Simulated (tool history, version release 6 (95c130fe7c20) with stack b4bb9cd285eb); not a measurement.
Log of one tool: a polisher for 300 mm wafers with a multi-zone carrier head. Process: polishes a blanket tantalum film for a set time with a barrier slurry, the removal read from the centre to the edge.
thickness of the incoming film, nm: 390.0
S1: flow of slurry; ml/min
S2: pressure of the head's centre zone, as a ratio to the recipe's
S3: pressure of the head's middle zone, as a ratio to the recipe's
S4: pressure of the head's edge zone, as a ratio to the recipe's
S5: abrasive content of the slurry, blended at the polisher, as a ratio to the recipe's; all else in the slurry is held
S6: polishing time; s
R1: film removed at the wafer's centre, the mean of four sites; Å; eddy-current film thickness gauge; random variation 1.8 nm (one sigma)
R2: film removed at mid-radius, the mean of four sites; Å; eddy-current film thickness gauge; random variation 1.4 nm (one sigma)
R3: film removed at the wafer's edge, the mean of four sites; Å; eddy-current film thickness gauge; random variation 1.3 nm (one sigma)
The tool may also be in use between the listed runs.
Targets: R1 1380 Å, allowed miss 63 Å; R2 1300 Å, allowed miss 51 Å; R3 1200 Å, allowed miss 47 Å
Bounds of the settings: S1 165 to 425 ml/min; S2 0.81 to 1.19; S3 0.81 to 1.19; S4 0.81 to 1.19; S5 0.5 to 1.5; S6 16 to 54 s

run	day	S1	S2	S3	S4	S5	S6	R1	R2	R3
1	0	275	1	1	1	1	35	880.66	903.87	869.18
2	0.158	275	0.95	1	1	1	35	830.24	898.13	897.2
3	0.296	275	0.95	1	1.06	1	35	822.92	899.35	915.52
4	0.479	280	0.97	1.01	1.06	1.05	36	868.01	945.93	971.94
# day 0.621: worn pad replaced by a new one
5	0.621	280	1.04	1.01	1.06	1.05	36	1080	1053.7	1059.8
6	0.825	280	1.04	1.01	1.06	1.2	36	1095.9	1079	1125.5
7	1.183	285	1.05	1.02	1.06	1.2	36	1093.5	1113	1092.3
8	1.408	290	1.15	1.03	1.09	1.45	37	1324.2	1199.3	1214.3
9	1.579	295	1.15	1.04	1.09	1.45	37	1264.1	1225.7	1194.3

Which of these 5 next moves meets every target?
A	1.75	370	1.19	1.12	1.1	1.25	38	?	?	?
B	1.75	405	1.19	1.17	0.96	1.35	37	?	?	?
C	1.75	285	1.19	0.89	1.16	1.35	41	?	?	?
D	1.75	260	1.14	1.07	1.16	1.5	40	?	?	?
E	1.75	255	1.1	1.07	1.13	1.5	36	?	?	?

move	R1	R2	R3
A	1376.1	1284.8	1223.1
B	1368.9	1319.9	1135.1
C	1476.6	1170.4	1362.1
D	1398.7	1321.9	1346.1
E	1212.5	1188.4	1193.9
A: meets every target
B: brings the result that was furthest off to its target, and leaves another outside
C: takes the result that was furthest off past its target
D: brings the result that was furthest off to its target, and leaves another outside
E: further off than the last run
Answer: A
